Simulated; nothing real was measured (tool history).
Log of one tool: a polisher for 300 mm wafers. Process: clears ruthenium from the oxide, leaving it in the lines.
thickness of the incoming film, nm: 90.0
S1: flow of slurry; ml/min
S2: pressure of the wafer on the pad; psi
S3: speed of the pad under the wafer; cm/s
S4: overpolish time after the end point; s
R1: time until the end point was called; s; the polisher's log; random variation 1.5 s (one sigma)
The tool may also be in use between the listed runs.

Run 1, hour 0.0: S1 135 ml/min, S2 1.4 psi, S3 94 cm/s, S4 25 s. Result: R1 104.420 s.
Run 2, hour 6.1: S1 160 ml/min, S2 1.4 psi, S3 94 cm/s, S4 25 s. Result: R1 103.440 s.
Run 3, hour 12.6: S1 160 ml/min, S2 1.4 psi, S3 116 cm/s, S4 25 s. Result: R1 83.749 s.
Run 4, hour 13.6: S1 160 ml/min, S2 1.3 psi, S3 114 cm/s, S4 25 s. Result: R1 92.756 s.
Run 5, hour 20.7: S1 160 ml/min, S2 1.3 psi, S3 130 cm/s, S4 25 s. Result: R1 80.200 s.
Run 6, hour 25.5: S1 160 ml/min, S2 1.2 psi, S3 126 cm/s, S4 25 s. Result: R1 90.167 s.
Run 7, hour 29.3: S1 130 ml/min, S2 0.8 psi, S3 112 cm/s, S4 25 s. Result: R1 148.740 s.

Forecast run 8:
Run 8, hour 31.5: S1 125 ml/min, S2 0.7 psi, S3 112 cm/s, S4 25 s. Result: R1 ?.

R1: 172.560 s

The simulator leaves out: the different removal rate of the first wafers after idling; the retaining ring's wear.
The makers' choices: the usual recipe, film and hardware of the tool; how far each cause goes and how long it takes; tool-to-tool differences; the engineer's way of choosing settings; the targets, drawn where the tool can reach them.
